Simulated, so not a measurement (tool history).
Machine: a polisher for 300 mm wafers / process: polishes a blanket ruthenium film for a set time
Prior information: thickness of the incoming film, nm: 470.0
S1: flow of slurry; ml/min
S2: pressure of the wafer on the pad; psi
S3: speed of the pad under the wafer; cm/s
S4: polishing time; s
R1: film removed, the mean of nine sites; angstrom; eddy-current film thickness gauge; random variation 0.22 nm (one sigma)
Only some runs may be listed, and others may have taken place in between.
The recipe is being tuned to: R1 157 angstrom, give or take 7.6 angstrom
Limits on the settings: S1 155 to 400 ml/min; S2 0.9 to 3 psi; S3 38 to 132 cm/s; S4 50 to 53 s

| run | hour | S1 | S2 | S3 | S4 | R1 |
|---|---|---|---|---|---|---|
| 1 | 0 | 255 | 1.9 | 84 | 50 | 421.39 |
| 2 | 4.4 | 285 | 1.9 | 84 | 50 | 420.07 |
| 3 | 9.3 | 240 | 1.9 | 84 | 50 | 415.56 |
| 4 | 14.8 | 200 | 1.9 | 84 | 50 | 406.41 |
| 5 | 22.4 | 195 | 1.7 | 76 | 50 | 339.38 |
| 6 | 27.4 | 195 | 1.5 | 68 | 50 | 263.18 |
| 7 | 36.4 | 195 | 1.4 | 66 | 50 | 238.85 |
| 8 | 40.6 | 195 | 1.3 | 64 | 50 | 216.06 |
| 9 | 43.2 | 195 | 0.9 | 56 | 50 | 135.89 |
| 10 | 45 | 195 | 1 | 56 | 50 | 147.02 |

Consider the 5 candidate settings below. Which is the only one whose results all fall within their allowed miss of target?
| A | 46.8 | 220 | 1.3 | 48 | 50 | ? |
| B | 46.8 | 180 | 1.3 | 54 | 50 | ? |
| C | 46.8 | 235 | 0.9 | 56 | 50 | ? |
| D | 46.8 | 335 | 1.4 | 40 | 50 | ? |
| E | 46.8 | 155 | 1.2 | 52 | 53 | ? |

| move | R1 |
|---|---|
| A | 173.43 |
| B | 189.72 |
| C | 142.67 |
| D | 162.75 |
| E | 176.41 |
A: takes the result that was furthest off past its target
B: takes the result that was furthest off past its target
C: misses by more than the last run did
D: all results in spec
E: takes the result that was furthest off past its target
So the answer is move D, the one that meets all the targets.

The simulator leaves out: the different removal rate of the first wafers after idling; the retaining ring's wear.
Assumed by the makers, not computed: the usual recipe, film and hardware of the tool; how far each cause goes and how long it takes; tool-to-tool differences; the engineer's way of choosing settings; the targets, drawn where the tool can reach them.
